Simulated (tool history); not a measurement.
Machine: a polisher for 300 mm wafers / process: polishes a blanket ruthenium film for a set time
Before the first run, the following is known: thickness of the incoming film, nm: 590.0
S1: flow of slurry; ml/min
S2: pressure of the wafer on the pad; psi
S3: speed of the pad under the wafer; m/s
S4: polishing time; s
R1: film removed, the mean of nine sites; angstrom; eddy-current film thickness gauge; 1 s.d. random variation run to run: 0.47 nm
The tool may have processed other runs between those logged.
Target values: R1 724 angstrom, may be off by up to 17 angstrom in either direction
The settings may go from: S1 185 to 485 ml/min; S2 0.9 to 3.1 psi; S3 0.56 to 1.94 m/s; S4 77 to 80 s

run  hour   S1   S2    S3  S4      R1
  1     0  310    2  1.24  77  1041.4
  2   8.1  305  1.8  1.24  77  957.19
  3  16.3  305  1.6  1.24  77  873.35
  4    19  305  1.6   1.5  77  988.06
  5  26.7  305  1.6   1.5  77  974.18
     27.7  -- worn pad replaced by a new one
  6  27.7  305  1.4   1.5  77  960.61
  7  31.1  290  0.9  1.26  77  629.62
  8  39.3  290  0.9  1.26  77   626.2
  9  46.2  300    1  1.26  77  673.04

Exercise: of the 4 proposed moves below, exactly one satisfies all targets within the stated allowed misses. Which move is it?
  A  53.1  315    1   1.3  80   ?
  B  53.1  360    1  1.18  77   ?
  C  53.1  240  1.2  1.24  77   ?
  D  53.1  280    1  1.22  80   ?

move      R1
   A  723.04
   B  660.28
   C  757.89
   D  691.02
A: hits every target within its allowed miss
B: lands further from the targets than the last run did
C: carries the result that was furthest off beyond its target, to the other side
D: nearer the targets than the last run, but a result is still out of spec
Answer: A

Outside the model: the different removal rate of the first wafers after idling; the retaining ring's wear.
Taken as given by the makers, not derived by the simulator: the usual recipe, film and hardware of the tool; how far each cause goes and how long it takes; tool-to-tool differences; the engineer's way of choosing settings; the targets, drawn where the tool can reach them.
